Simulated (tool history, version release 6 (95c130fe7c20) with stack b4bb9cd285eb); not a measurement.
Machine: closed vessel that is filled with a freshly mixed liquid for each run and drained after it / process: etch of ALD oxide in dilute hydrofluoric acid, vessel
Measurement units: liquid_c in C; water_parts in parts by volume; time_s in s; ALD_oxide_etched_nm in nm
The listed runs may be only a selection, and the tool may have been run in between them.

run  hour  liquid_c  water_parts  time_s  ALD_oxide_etched_nm
  1   0.0      23.0          125      30               2.0553
  2   5.2      23.0           90      30               2.9476
  3  14.1      23.0           90      30               2.9952
  4  20.9      23.5           90      30               3.0318
  5  23.7      23.5          125      30               2.1133
  6  31.4      23.5          125      30               2.0905
  7  37.0      25.0          120      30               2.3255
  8  40.5      26.0          115      30               2.5267
  9  44.7      27.0          110      30               2.8035

Forecast run 10:
 10  48.8      27.5          110      30                    ?

Run 10 gave ALD_oxide_etched_nm 2.8336 nm.

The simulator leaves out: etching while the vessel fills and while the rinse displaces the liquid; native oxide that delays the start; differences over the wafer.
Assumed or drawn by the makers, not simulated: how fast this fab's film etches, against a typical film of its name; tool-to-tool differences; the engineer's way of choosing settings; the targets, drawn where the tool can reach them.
